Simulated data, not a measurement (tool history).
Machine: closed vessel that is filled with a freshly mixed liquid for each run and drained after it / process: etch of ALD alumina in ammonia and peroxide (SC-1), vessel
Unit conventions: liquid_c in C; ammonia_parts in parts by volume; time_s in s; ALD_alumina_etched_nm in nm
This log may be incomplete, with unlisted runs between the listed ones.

Run 1, hour 0.0: liquid_c 62.0 C, ammonia_parts 0.95 parts by volume, time_s 30 s. Result: ALD_alumina_etched_nm 2.8704 nm.
Run 2, hour 3.0: liquid_c 62.0 C, ammonia_parts 0.65 parts by volume, time_s 30 s. Result: ALD_alumina_etched_nm 2.8026 nm.
Run 3, hour 10.2: liquid_c 62.5 C, ammonia_parts 0.65 parts by volume, time_s 30 s. Result: ALD_alumina_etched_nm 2.8924 nm.
Run 4, hour 18.3: liquid_c 62.5 C, ammonia_parts 0.40 parts by volume, time_s 30 s. Result: ALD_alumina_etched_nm 2.7415 nm.
Run 5, hour 19.5: liquid_c 62.5 C, ammonia_parts 0.55 parts by volume, time_s 30 s. Result: ALD_alumina_etched_nm 2.8066 nm.
Run 6, hour 28.4: liquid_c 63.0 C, ammonia_parts 0.55 parts by volume, time_s 30 s. Result: ALD_alumina_etched_nm 2.8703 nm.
Run 7, hour 30.3: liquid_c 63.5 C, ammonia_parts 0.55 parts by volume, time_s 30 s. Result: ALD_alumina_etched_nm 2.9372 nm.
Run 8, hour 33.4: liquid_c 64.0 C, ammonia_parts 0.55 parts by volume, time_s 30 s. Result: ALD_alumina_etched_nm 3.0252 nm.
Run 9, hour 34.4: liquid_c 64.5 C, ammonia_parts 0.55 parts by volume, time_s 30 s. Result: ALD_alumina_etched_nm 3.1005 nm.
Run 10, hour 42.7: liquid_c 65.0 C, ammonia_parts 0.55 parts by volume, time_s 30 s. Result: ALD_alumina_etched_nm 3.2164 nm.
Run 11, hour 43.9: liquid_c 65.5 C, ammonia_parts 0.55 parts by volume, time_s 30 s. Result: ALD_alumina_etched_nm 3.2730 nm.
Run 12, hour 49.9: liquid_c 66.0 C, ammonia_parts 0.55 parts by volume, time_s 30 s. Result: ALD_alumina_etched_nm 3.3060 nm.

Forecast run 13:
Run 13, hour 58.0: liquid_c 66.0 C, ammonia_parts 0.55 parts by volume, time_s 30 s. Result: ALD_alumina_etched_nm ?.

Run 13 came out at ALD_alumina_etched_nm 3.3675 nm.
